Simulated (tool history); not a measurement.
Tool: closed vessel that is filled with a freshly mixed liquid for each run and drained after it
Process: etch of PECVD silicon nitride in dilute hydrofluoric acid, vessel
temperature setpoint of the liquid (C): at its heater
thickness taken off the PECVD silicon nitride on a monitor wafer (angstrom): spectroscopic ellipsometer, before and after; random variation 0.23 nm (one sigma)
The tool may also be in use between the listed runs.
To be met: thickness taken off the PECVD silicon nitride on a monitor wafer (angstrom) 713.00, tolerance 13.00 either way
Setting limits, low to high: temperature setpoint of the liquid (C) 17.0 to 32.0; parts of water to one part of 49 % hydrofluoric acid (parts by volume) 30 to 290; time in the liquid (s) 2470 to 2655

run    day  temperature setpoint of the liquid (C)  parts of water to one part of 49 % hydrofluoric acid (parts by volume)  time in the liquid (s)  thickness taken off the PECVD silicon nitride on a monitor wafer (angstrom)
  1  0.000                                    24.0                                                                     160                    2470                                                                       968.72
  2  0.346                                    27.5                                                                     160                    2470                                                                      1206.90
  3  0.450                                    27.5                                                                     160                    2470                                                                      1208.00
  4  0.804                                    25.5                                                                     160                    2470                                                                      1060.30
  5  1.021                                    25.5                                                                     160                    2470                                                                      1059.50
  6  1.312                                    22.5                                                                     160                    2470                                                                       870.91
  7  1.575                                    22.5                                                                     160                    2470                                                                       874.46
  8  1.621                                    22.0                                                                     160                    2470                                                                       848.83
  9  1.892                                    21.5                                                                     160                    2470                                                                       824.39
 10  2.000                                    21.0                                                                     160                    2470                                                                       793.14
 11  2.296                                    20.5                                                                     160                    2470                                                                       773.55
 12  2.446                                    20.0                                                                     160                    2470                                                                       746.19

Pick the move, out of 4, that brings all results within their allowed miss; only one does.
  A  2.596                                    18.5                                                                     160                    2600                                                                            ?
  B  2.596                                    22.5                                                                     175                    2495                                                                            ?
  C  2.596                                    17.0                                                                     125                    2515                                                                            ?
  D  2.596                                    18.5                                                                     140                    2520                                                                            ?

move  thickness taken off the PECVD silicon nitride on a monitor wafer (angstrom)
   A                                                                       706.44
   B                                                                       809.14
   C                                                                       783.06
   D                                                                       779.25
A: each result inside its tolerance
B: misses by more than the last run did
C: misses by more than the last run did
D: misses by more than the last run did
Go with A: it meets all targets.

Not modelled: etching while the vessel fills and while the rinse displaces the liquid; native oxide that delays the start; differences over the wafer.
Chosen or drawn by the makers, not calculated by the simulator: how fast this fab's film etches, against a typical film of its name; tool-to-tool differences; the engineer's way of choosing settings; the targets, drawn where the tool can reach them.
